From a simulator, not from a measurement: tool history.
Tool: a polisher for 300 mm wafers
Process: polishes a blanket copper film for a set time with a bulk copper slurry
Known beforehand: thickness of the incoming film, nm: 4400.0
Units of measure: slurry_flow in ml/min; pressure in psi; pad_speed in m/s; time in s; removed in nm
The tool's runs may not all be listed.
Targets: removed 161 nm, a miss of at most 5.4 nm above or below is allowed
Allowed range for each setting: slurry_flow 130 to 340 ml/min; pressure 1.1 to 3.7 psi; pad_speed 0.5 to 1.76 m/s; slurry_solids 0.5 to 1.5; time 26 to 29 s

run,day,slurry_flow,pressure,pad_speed,slurry_solids,time,removed
1,0,220,2.4,1.12,1,29,276.53
2,0.092,220,2.4,1.12,1.1,29,284.91
3,0.442,195,2.4,1.12,1.1,29,278.33
4,0.625,195,2.4,1.12,1,29,275.7
5,0.971,195,2.8,1.12,1,29,312.05
6,1.283,195,2.2,1.08,1,29,245.08
7,1.404,190,1.6,1.04,1,29,186.83
8,1.5,190,1.5,1.04,1,29,181.38
9,1.571,190,1.4,1.04,1,29,169.44

5 candidate next runs follow, results not yet known. Just one meets every target within its allowed miss. Identify it.
A,1.642,210,1.5,1.04,0.95,28,?
B,1.642,200,1.2,1.06,1.1,29,?
C,1.642,180,1.5,1,1.05,29,?
D,1.642,170,1.5,1.14,0.9,27,?
E,1.642,195,1.4,1.1,0.95,29,?

move,removed
A,170.13
B,157.31
C,169.14
D,171.52
E,175.23
A: misses by more than the last run did
B: all results land within tolerance of their targets
C: neither nearer nor further off than the last run
D: misses by more than the last run did
E: misses by more than the last run did
The move that meets every target is B.
